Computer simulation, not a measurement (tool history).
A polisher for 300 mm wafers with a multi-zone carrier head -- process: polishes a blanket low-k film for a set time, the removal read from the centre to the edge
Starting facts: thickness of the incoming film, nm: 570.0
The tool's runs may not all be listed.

run,hour,flow of slurry (ml/min),pressure of the head's centre zone,pressure of the head's middle zone,pressure of the head's edge zone,abrasive content of the slurry,polishing time (s),film removed at the wafer's centre (Å),film removed at mid-radius (Å),film removed at the wafer's edge (Å)
1,0,200,1,1,1,1,57,220.52,233.37,236.05
2,2.1,200,1,1,1,0.9,57,212.88,222.2,220.52
3,5,200,0.93,1,1,0.9,57,202.48,216.66,218.85
4,8.7,200,0.93,1,1,0.8,57,187.21,202.65,206.25
5,13.1,200,1.01,1,1,0.8,57,196.98,203.8,204.04
6,20.5,200,1.01,0.93,1,0.8,57,195.64,192.61,210.89
7,26.3,195,0.98,0.92,1,0.75,57,182.45,179.01,200.85

Estimate the outcome of run 8 from the log above:
8,31.1,190,0.96,0.91,1,0.75,57,?,?,?

film removed at the wafer's centre (Å): 179.89
film removed at mid-radius (Å): 180.9
film removed at the wafer's edge (Å): 199.34

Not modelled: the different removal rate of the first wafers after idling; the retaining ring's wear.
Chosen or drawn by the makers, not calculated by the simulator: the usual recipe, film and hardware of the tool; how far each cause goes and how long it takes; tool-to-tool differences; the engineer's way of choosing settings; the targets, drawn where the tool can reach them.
